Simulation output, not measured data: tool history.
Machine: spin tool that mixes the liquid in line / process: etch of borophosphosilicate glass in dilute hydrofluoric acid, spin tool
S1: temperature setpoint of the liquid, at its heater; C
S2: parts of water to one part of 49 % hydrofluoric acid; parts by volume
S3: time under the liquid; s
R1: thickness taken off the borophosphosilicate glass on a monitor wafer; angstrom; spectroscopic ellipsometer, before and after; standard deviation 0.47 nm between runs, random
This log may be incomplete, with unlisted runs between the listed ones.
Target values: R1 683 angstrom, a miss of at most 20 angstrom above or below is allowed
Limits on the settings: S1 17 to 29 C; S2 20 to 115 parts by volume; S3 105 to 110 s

run,hour,S1,S2,S3,R1
1,0,21,65,105,811.55
2,1.3,21,65,110,847.5
3,2.4,21,55,110,1012.1
4,10.3,21,75,110,729.56
5,15.8,24,75,110,821.08
6,21.9,23.5,75,110,813.38
7,29.7,23,75,110,790.1
8,32.2,22.5,75,110,769.41
9,38.9,22,75,110,765.16
10,47,21.5,75,110,744.66
11,56,21,75,110,722.76
12,58.5,20.5,75,110,712.94

Exercise: of the 4 proposed moves below, exactly one satisfies all targets within the stated allowed misses. Which move is it?
A,61,19.5,70,110,?
B,61,18.5,75,110,?
C,61,21,80,110,?
D,61,21,80,105,?

move,R1
A,725.91
B,645.85
C,668.29
D,637.91
A: moves away from the targets compared with the last run
B: carries the result that was furthest off beyond its target, to the other side
C: hits every target within its allowed miss
D: carries the result that was furthest off beyond its target, to the other side
C meets every target.

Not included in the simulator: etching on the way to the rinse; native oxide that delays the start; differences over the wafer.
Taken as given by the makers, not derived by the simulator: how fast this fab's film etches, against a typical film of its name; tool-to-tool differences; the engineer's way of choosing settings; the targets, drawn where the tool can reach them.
